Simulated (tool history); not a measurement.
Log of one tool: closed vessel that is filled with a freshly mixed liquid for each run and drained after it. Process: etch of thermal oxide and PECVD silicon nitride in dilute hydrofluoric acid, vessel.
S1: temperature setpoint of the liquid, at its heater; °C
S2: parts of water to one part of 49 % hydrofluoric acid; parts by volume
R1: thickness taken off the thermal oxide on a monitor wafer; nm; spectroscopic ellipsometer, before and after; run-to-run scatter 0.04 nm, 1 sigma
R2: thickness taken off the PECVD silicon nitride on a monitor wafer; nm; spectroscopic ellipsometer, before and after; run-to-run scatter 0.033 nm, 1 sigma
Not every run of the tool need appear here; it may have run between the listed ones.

{"run": 1, "hour": 0.0, "S1": 22, "S2": 55, "time in the liquid (s)": 75, "R1": 6.976, "R2": 3.6436}
{"run": 2, "hour": 5.9, "S1": 22.5, "S2": 60, "time in the liquid (s)": 75, "R1": 6.448, "R2": 3.3947}
{"run": 3, "hour": 10.6, "S1": 26, "S2": 60, "time in the liquid (s)": 75, "R1": 7.4392, "R2": 4.2549}
{"run": 4, "hour": 18.0, "S1": 25.5, "S2": 65, "time in the liquid (s)": 75, "R1": 6.7441, "R2": 3.7899}
{"run": 5, "hour": 26.7, "S1": 25.5, "S2": 70, "time in the liquid (s)": 75, "R1": 6.1227, "R2": 3.5696}
{"run": 6, "hour": 34.5, "S1": 25, "S2": 70, "time in the liquid (s)": 75, "R1": 6.0832, "R2": 3.4535}
{"run": 7, "hour": 39.6, "S1": 24.5, "S2": 70, "time in the liquid (s)": 75, "R1": 5.9627, "R2": 3.397}

For run 8, what comes out?
{"run": 8, "hour": 42.1, "S1": 24, "S2": 70, "time in the liquid (s)": 75, "R1": "?", "R2": "?"}

For run 8 the tool returned R1 5.7746 nm, R2 3.2542 nm.
